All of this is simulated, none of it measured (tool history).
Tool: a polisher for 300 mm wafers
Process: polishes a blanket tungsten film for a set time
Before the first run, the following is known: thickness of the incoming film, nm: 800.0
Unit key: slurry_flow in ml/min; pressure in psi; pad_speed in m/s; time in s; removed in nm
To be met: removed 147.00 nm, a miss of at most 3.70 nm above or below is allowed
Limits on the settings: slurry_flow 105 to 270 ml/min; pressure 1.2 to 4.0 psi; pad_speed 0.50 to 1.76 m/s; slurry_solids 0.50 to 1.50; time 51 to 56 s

Run 1, hour 0.0: slurry_flow 175 ml/min, pressure 2.6 psi, pad_speed 1.12 m/s, slurry_solids 1.00, time 56 s. Result: removed 234.41 nm.
Run 2, hour 8.4: slurry_flow 175 ml/min, pressure 2.6 psi, pad_speed 0.84 m/s, slurry_solids 1.00, time 56 s. Result: removed 179.60 nm.
Run 3, hour 16.6: slurry_flow 170 ml/min, pressure 2.5 psi, pad_speed 0.84 m/s, slurry_solids 1.00, time 56 s. Result: removed 171.14 nm.
Run 4, hour 22.4: slurry_flow 170 ml/min, pressure 2.5 psi, pad_speed 0.84 m/s, slurry_solids 1.00, time 56 s. Result: removed 173.15 nm.
Run 5, hour 31.3: slurry_flow 170 ml/min, pressure 2.5 psi, pad_speed 0.84 m/s, slurry_solids 1.15, time 56 s. Result: removed 179.07 nm.
Run 6, hour 38.6: slurry_flow 170 ml/min, pressure 2.5 psi, pad_speed 0.84 m/s, slurry_solids 1.15, time 51 s. Result: removed 160.92 nm.
Run 7, hour 40.8: slurry_flow 170 ml/min, pressure 2.5 psi, pad_speed 0.84 m/s, slurry_solids 1.15, time 51 s. Result: removed 162.48 nm.
Run 8, hour 42.2: slurry_flow 165 ml/min, pressure 2.4 psi, pad_speed 0.84 m/s, slurry_solids 1.15, time 51 s. Result: removed 154.91 nm.

5 next moves are on the table. One of them brings every result within its allowed miss. Which?
Run A, hour 43.6: slurry_flow 160 ml/min, pressure 2.0 psi, pad_speed 0.86 m/s, slurry_solids 1.05, time 54 s. Result: removed ?.
Run B, hour 43.6: slurry_flow 145 ml/min, pressure 3.1 psi, pad_speed 0.66 m/s, slurry_solids 0.90, time 56 s. Result: removed ?.
Run C, hour 43.6: slurry_flow 220 ml/min, pressure 3.4 psi, pad_speed 0.54 m/s, slurry_solids 1.10, time 54 s. Result: removed ?.
Run D, hour 43.6: slurry_flow 165 ml/min, pressure 2.3 psi, pad_speed 0.74 m/s, slurry_solids 1.30, time 51 s. Result: removed ?.
Run E, hour 43.6: slurry_flow 180 ml/min, pressure 2.1 psi, pad_speed 0.82 m/s, slurry_solids 1.15, time 55 s. Result: removed ?.

move  removed
   A   136.07
   B   158.13
   C   154.92
   D   135.33
   E   144.76
A: the result that was furthest off in the last run now lies on the other side of its target
B: the biggest miss grows against the last run
C: roughly where the last run was
D: the result that was furthest off in the last run now lies on the other side of its target
E: all results land within tolerance of their targets
Answer: E
